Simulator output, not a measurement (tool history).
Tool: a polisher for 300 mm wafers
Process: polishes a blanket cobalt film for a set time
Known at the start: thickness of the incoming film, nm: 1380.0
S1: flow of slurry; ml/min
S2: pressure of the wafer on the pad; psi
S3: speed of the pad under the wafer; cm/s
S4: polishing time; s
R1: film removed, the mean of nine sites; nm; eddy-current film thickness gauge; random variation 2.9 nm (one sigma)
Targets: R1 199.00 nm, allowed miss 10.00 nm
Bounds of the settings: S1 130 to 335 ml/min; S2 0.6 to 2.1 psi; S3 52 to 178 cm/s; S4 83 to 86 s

Run 1, hour 0.0: S1 215 ml/min, S2 1.3 psi, S3 114 cm/s, S4 83 s. Result: R1 372.64 nm.
Run 2, hour 2.8: S1 215 ml/min, S2 1.3 psi, S3 130 cm/s, S4 83 s. Result: R1 416.34 nm.
Run 3, hour 5.5: S1 215 ml/min, S2 1.0 psi, S3 130 cm/s, S4 83 s. Result: R1 350.39 nm.
Run 4, hour 14.0: S1 215 ml/min, S2 1.3 psi, S3 130 cm/s, S4 83 s. Result: R1 415.98 nm.
Run 5, hour 17.1: S1 215 ml/min, S2 1.2 psi, S3 124 cm/s, S4 83 s. Result: R1 392.24 nm.
Run 6, hour 25.0: S1 215 ml/min, S2 1.1 psi, S3 116 cm/s, S4 83 s. Result: R1 338.23 nm.
Run 7, hour 32.4: S1 215 ml/min, S2 1.0 psi, S3 112 cm/s, S4 83 s. Result: R1 305.27 nm.
Run 8, hour 35.0: S1 215 ml/min, S2 0.9 psi, S3 108 cm/s, S4 83 s. Result: R1 271.72 nm.
Run 9, hour 40.2: S1 215 ml/min, S2 0.9 psi, S3 106 cm/s, S4 83 s. Result: R1 267.32 nm.
Run 10, hour 41.6: S1 215 ml/min, S2 0.9 psi, S3 104 cm/s, S4 83 s. Result: R1 265.47 nm.

4 next moves are on the table. One of them brings every result within its allowed miss. Which?
Run A, hour 43.0: S1 240 ml/min, S2 0.6 psi, S3 88 cm/s, S4 84 s. Result: R1 ?.
Run B, hour 43.0: S1 205 ml/min, S2 1.0 psi, S3 64 cm/s, S4 83 s. Result: R1 ?.
Run C, hour 43.0: S1 235 ml/min, S2 0.6 psi, S3 86 cm/s, S4 83 s. Result: R1 ?.
Run D, hour 43.0: S1 210 ml/min, S2 0.6 psi, S3 98 cm/s, S4 83 s. Result: R1 ?.

move      R1
   A  182.00
   B  178.11
   C  175.58
   D  197.08
A: takes the result that was furthest off past its target
B: takes the result that was furthest off past its target
C: takes the result that was furthest off past its target
D: meets every target
The right move is D.

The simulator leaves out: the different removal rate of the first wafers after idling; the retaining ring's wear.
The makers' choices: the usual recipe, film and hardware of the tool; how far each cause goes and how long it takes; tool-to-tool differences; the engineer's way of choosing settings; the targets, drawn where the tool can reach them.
